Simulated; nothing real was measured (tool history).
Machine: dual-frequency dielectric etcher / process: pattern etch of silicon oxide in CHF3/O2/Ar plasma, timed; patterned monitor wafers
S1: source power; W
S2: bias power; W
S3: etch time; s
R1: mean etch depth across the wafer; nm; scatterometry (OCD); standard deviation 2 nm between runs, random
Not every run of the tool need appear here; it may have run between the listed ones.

run  hour   S1   S2   S3      R1
  1     0  530  235  318  645.92
  2   4.1  520  235  318  641.78
  3   5.8  520  235  318  645.58
  4   6.9  500  234  318  630.48
  5   9.2  560  234  318  666.82
  6  15.1  560  213  318  632.28

Run 7, settings as shown, results not yet in. Your forecast:
  7    18  550  213  318   ?

{"run 7": {"R1": 625.95}}
